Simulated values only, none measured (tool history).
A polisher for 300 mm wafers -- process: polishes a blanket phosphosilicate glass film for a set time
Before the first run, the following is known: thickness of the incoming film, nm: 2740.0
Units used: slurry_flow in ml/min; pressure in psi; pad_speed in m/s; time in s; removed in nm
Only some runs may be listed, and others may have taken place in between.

run	day	slurry_flow	pressure	pad_speed	slurry_solids	time	removed
1	0	160	3.4	0.96	1	68	507.98
2	0.329	160	3.9	1	1	68	593.78
3	0.542	160	4.2	1.04	1	68	634.55
4	0.854	160	3.8	1.04	1	68	568.46
5	1.1	160	3.8	1.04	1	71	596.53
6	1.183	160	3.8	1.04	1	68	584.5

Run 7 is up next; what results do you expect?
7	1.438	165	4.8	1.18	1	68	?

removed: 784.67 nm

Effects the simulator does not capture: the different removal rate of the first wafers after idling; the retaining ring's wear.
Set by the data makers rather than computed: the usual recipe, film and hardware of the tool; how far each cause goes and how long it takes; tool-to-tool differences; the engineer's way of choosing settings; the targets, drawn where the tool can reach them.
